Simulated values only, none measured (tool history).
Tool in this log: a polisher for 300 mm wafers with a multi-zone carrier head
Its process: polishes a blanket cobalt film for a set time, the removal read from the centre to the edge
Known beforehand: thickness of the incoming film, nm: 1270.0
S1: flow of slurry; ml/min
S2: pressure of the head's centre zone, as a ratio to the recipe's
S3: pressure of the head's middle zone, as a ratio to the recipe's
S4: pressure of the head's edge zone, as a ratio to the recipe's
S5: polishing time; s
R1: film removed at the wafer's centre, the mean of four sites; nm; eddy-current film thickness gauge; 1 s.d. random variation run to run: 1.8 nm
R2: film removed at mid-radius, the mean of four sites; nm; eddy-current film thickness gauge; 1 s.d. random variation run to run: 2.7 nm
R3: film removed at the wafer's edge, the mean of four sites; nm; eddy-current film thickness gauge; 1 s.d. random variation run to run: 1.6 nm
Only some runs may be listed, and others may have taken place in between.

{"run": 1, "hour": 0.0, "S1": 140, "S2": 1, "S3": 1, "S4": 1, "S5": 83, "R1": 250.9, "R2": 258.18, "R3": 256.1}
{"run": 2, "hour": 1.1, "S1": 165, "S2": 1, "S3": 1, "S4": 1, "S5": 83, "R1": 260.37, "R2": 267.02, "R3": 263.48}
{"run": 3, "hour": 4.4, "S1": 165, "S2": 1, "S3": 1, "S4": 0.93, "S5": 83, "R1": 259.23, "R2": 269.21, "R3": 256.46}
{"run": 4, "hour": 8.0, "S1": 165, "S2": 1, "S3": 1, "S4": 0.87, "S5": 83, "R1": 260.21, "R2": 270.73, "R3": 248.64}
{"run": 5, "hour": 12.0, "S1": 160, "S2": 1.03, "S3": 1, "S4": 0.85, "S5": 82, "R1": 261.95, "R2": 261, "R3": 240.8}
{"run": 6, "hour": 17.8, "S1": 160, "S2": 1.03, "S3": 1, "S4": 0.85, "S5": 102, "R1": 329.51, "R2": 321.24, "R3": 302.07}
{"run": 7, "hour": 20.1, "S1": 150, "S2": 1.05, "S3": 1.01, "S4": 0.84, "S5": 97, "R1": 311.18, "R2": 308.11, "R3": 284.01}

Run 8 comes next. What will it give?
{"run": 8, "hour": 27.2, "S1": 150, "S2": 1.07, "S3": 1.01, "S4": 0.83, "S5": 92, "R1": "?", "R2": "?", "R3": "?"}

R1: 303.1 nm
R2: 296.76 nm
R3: 267.35 nm
